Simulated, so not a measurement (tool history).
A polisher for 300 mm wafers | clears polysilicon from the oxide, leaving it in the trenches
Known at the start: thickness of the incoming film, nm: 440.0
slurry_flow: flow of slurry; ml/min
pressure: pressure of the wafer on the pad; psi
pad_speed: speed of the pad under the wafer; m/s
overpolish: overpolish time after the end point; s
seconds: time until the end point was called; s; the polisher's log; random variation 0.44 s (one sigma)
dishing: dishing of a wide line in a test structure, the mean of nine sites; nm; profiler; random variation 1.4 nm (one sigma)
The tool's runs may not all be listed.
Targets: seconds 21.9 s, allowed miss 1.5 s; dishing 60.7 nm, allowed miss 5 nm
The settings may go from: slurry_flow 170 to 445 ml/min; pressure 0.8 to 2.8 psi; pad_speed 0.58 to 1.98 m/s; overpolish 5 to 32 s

| run | hour | slurry_flow | pressure | pad_speed | overpolish | seconds | dishing |
|---|---|---|---|---|---|---|---|
| 1 | 0 | 285 | 1.8 | 1.28 | 16 | 41.058 | 76.145 |
| 2 | 3.6 | 285 | 1.9 | 1.3 | 15 | 37.816 | 74.077 |
| 3 | 5.1 | 285 | 1.9 | 1.42 | 15 | 35.483 | 75.02 |
| 4 | 6.1 | 285 | 1.9 | 1.1 | 15 | 43.306 | 70.929 |
| 5 | 11.7 | 290 | 2 | 1.12 | 14 | 40.481 | 73.112 |
| 6 | 19.1 | 230 | 2 | 1.12 | 14 | 40.833 | 70.179 |
| 7 | 27.4 | 170 | 2.5 | 1.44 | 6 | 27.478 | 56.793 |
| 8 | 28.5 | 170 | 2.5 | 1.46 | 6 | 27.704 | 56.748 |
|  | 32.1 | head pressure recalibrated |
| 9 | 32.1 | 175 | 2.8 | 1.58 | 7 | 20.949 | 70.369 |

Which of these 5 next moves meets every target?
| A | 35.7 | 175 | 2.6 | 1.72 | 14 | ? | ? |
| B | 35.7 | 195 | 2.8 | 1.6 | 8 | ? | ? |
| C | 35.7 | 170 | 2.6 | 1.68 | 5 | ? | ? |
| D | 35.7 | 180 | 2.8 | 1.5 | 9 | ? | ? |
| E | 35.7 | 190 | 2.6 | 1.68 | 12 | ? | ? |

| move | seconds | dishing |
|---|---|---|
| A | 21.061 | 82.54 |
| B | 20.601 | 74.818 |
| C | 21.544 | 61.259 |
| D | 21.899 | 75.979 |
| E | 21.316 | 80.926 |
A: further off than the last run
B: further off than the last run
C: meets every target
D: further off than the last run
E: further off than the last run
Answer: C
